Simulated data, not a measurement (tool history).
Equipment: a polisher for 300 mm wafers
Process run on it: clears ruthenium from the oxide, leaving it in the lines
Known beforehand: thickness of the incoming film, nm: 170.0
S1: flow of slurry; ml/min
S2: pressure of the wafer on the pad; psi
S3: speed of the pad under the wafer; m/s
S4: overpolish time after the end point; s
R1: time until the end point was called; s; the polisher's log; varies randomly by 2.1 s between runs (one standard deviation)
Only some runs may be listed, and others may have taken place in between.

run	hour	S1	S2	S3	S4	R1
1	0	270	2.6	0.88	6	120.03
2	1.7	270	2.5	0.88	6	126.29
3	10.6	270	2.4	0.88	6	133.27
4	17	270	2.6	0.88	6	121.3
5	24.1	270	2.5	0.88	6	124.91
6	28.5	215	2.5	0.88	6	127.29

What does the tool deliver on the next run?
7	34.7	215	2.4	0.88	6	?

{"run 7": {"R1": 132.8}}
